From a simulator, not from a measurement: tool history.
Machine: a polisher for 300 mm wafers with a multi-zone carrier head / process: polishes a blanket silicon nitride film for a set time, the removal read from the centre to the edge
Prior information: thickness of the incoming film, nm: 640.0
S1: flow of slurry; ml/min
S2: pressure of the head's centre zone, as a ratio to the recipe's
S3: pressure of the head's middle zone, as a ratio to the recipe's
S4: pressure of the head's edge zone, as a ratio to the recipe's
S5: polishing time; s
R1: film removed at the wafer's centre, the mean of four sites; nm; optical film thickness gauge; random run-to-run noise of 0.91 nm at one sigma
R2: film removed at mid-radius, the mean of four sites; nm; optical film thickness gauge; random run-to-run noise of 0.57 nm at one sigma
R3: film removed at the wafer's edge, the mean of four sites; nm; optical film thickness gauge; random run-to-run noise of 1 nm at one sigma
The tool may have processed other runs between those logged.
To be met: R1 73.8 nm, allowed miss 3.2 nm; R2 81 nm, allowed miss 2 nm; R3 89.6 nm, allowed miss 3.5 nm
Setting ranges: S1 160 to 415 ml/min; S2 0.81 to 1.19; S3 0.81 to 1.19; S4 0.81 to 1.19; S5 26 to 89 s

run	hour	S1	S2	S3	S4	S5	R1	R2	R3
1	0	265	1	1	1	57	71.244	74.315	68.925
2	7	265	1	0.92	1	57	71.57	69.177	72.011
3	7.8	270	0.98	0.92	1.03	59	72.576	70.908	72.498
4	13.3	245	0.94	0.9	1.02	62	72.058	72.636	75.944
5	20.8	245	1	0.9	1.02	62	76.715	74.178	75.328
6	27.8	245	1	0.9	1.02	70	86.266	83.13	86.17
7	36.6	240	0.96	0.89	1.02	71	85.609	82.037	87.14
8	37.6	205	0.86	0.96	1.12	70	73.143	84.389	87.64
9	39.1	200	0.86	0.95	1.13	70	73.034	84.193	89.688

Exactly one of the 5 candidate moves below puts every result within its allowed miss. Which one?
A	40.6	225	0.85	1	1.13	70	?	?	?
B	40.6	275	0.85	0.98	1.18	68	?	?	?
C	40.6	195	0.89	0.92	1.15	70	?	?	?
D	40.6	215	0.84	0.92	1.03	73	?	?	?
E	40.6	280	0.81	0.98	1.17	68	?	?	?

move	R1	R2	R3
A	73.993	88.023	90.565
B	73.982	86.546	91.763
C	75.52	81.298	89.94
D	75.635	86.183	89.784
E	70.629	86.742	91.498
A: its largest miss is bigger than the last run's
B: its largest miss is bigger than the last run's
C: every result lands within tolerance
D: its largest miss is bigger than the last run's
E: its largest miss is bigger than the last run's
So the answer is move C, the one that meets all the targets.
